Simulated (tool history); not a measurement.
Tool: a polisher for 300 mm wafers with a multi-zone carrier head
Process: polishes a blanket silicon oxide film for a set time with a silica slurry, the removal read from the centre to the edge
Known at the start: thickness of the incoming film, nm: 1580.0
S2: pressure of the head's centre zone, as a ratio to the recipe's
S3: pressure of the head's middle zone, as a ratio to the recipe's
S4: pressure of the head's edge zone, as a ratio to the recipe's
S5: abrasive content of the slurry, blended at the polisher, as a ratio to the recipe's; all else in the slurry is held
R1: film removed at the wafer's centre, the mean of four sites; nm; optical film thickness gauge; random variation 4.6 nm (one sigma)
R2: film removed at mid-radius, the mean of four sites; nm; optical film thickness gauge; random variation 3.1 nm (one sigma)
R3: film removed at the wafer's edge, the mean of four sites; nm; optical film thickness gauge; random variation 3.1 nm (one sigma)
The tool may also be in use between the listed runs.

Run 1, hour 0: flow of slurry (ml/min) 250, S2 1, S3 1, S4 1, S5 1, polishing time (s) 70. Result: R1 311.97 nm, R2 317.41 nm, R3 309.44 nm.
Run 2, hour 1.3: flow of slurry (ml/min) 255, S2 1.01, S3 0.99, S4 1.04, S5 1.15, polishing time (s) 72. Result: R1 353.92 nm, R2 351.14 nm, R3 346.42 nm.
Run 3, hour 2.1: flow of slurry (ml/min) 255, S2 0.98, S3 0.99, S4 1.04, S5 1.15, polishing time (s) 72. Result: R1 339.19 nm, R2 350.81 nm, R3 341.26 nm.
Run 4, hour 3.9: flow of slurry (ml/min) 255, S2 0.98, S3 0.99, S4 1.04, S5 1.3, polishing time (s) 72. Result: R1 354.47 nm, R2 373.38 nm, R3 366.76 nm.
Run 5, hour 7.3: flow of slurry (ml/min) 255, S2 0.99, S3 0.97, S4 1.07, S5 1.35, polishing time (s) 74. Result: R1 373.05 nm, R2 383.81 nm, R3 390.57 nm.
Run 6, hour 15.3: flow of slurry (ml/min) 255, S2 0.99, S3 1.04, S4 1.07, S5 1.35, polishing time (s) 74. Result: R1 384.28 nm, R2 410.5 nm, R3 384.11 nm.
Run 7, hour 20.5: flow of slurry (ml/min) 270, S2 1, S3 1.01, S4 1.1, S5 1.4, polishing time (s) 75. Result: R1 395.47 nm, R2 403.38 nm, R3 403.12 nm.
Run 8, hour 28.5: flow of slurry (ml/min) 275, S2 1.01, S3 1, S4 1.12, S5 1.45, polishing time (s) 77. Result: R1 422.05 nm, R2 426.28 nm, R3 431.28 nm.
Run 9, hour 32.8: flow of slurry (ml/min) 275, S2 1.01, S3 1, S4 1.12, S5 1.45, polishing time (s) 77. Result: R1 415.32 nm, R2 427.91 nm, R3 424.72 nm.

The next listed run, before its measurement:
Run 10, hour 37.4: flow of slurry (ml/min) 275, S2 1.01, S3 1, S4 1.12, S5 1.45, polishing time (s) 77. Result: R1 ?, R2 ?, R3 ?.

{"run 10": {"R1": 419.98, "R2": 424.25, "R3": 429.46}}
